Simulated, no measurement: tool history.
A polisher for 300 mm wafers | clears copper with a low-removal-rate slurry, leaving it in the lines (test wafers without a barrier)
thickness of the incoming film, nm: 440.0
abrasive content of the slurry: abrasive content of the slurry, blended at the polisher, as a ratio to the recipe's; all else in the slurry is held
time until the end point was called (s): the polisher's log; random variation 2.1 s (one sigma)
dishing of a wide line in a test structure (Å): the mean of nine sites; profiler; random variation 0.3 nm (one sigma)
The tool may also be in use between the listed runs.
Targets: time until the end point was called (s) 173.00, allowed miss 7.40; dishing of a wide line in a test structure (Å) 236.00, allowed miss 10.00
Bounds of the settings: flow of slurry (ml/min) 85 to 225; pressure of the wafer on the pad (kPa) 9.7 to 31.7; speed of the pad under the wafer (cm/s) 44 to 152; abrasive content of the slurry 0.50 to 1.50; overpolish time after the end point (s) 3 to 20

| run | hour | flow of slurry (ml/min) | pressure of the wafer on the pad (kPa) | speed of the pad under the wafer (cm/s) | abrasive content of the slurry | overpolish time after the end point (s) | time until the end point was called (s) | dishing of a wide line in a test structure (Å) |
|---|---|---|---|---|---|---|---|---|
| 1 | 0.0 | 145 | 20.7 | 98 | 1.00 | 10 | 188.74 | 164.32 |
| 2 | 5.6 | 140 | 22.1 | 98 | 1.00 | 12 | 177.01 | 202.65 |
| 3 | 8.0 | 145 | 22.1 | 98 | 1.00 | 13 | 172.92 | 211.15 |
| 4 | 10.2 | 145 | 22.1 | 86 | 1.00 | 13 | 193.41 | 199.65 |
| 5 | 17.2 | 155 | 22.8 | 86 | 1.00 | 14 | 182.62 | 219.96 |
| 6 | 20.9 | 155 | 22.8 | 86 | 1.00 | 10 | 177.94 | 163.45 |
| 7 | 29.2 | 150 | 22.8 | 86 | 1.00 | 11 | 182.57 | 177.69 |
| 8 | 33.2 | 140 | 23.4 | 86 | 1.00 | 13 | 183.58 | 215.21 |
| 9 | 37.4 | 140 | 24.1 | 86 | 1.00 | 13 | 176.80 | 221.01 |
| 10 | 39.5 | 140 | 24.8 | 86 | 1.00 | 13 | 168.66 | 224.25 |
| 11 | 42.8 | 130 | 24.8 | 86 | 1.00 | 13 | 171.85 | 219.96 |

4 next moves are on the table. One of them brings every result within its allowed miss. Which?
| A | 46.1 | 130 | 26.2 | 94 | 0.95 | 12 | ? | ? |
| B | 46.1 | 185 | 22.8 | 80 | 1.15 | 13 | ? | ? |
| C | 46.1 | 115 | 26.9 | 86 | 1.15 | 13 | ? | ? |
| D | 46.1 | 105 | 22.8 | 114 | 0.95 | 14 | ? | ? |

| move | time until the end point was called (s) | dishing of a wide line in a test structure (Å) |
|---|---|---|
| A | 160.35 | 224.47 |
| B | 176.21 | 220.89 |
| C | 159.76 | 242.34 |
| D | 170.83 | 242.95 |
A: further off than the last run
B: nearer than the last run, and not there yet
C: brings the result that was furthest off to its target, and leaves another outside
D: meets every target
Answer: D
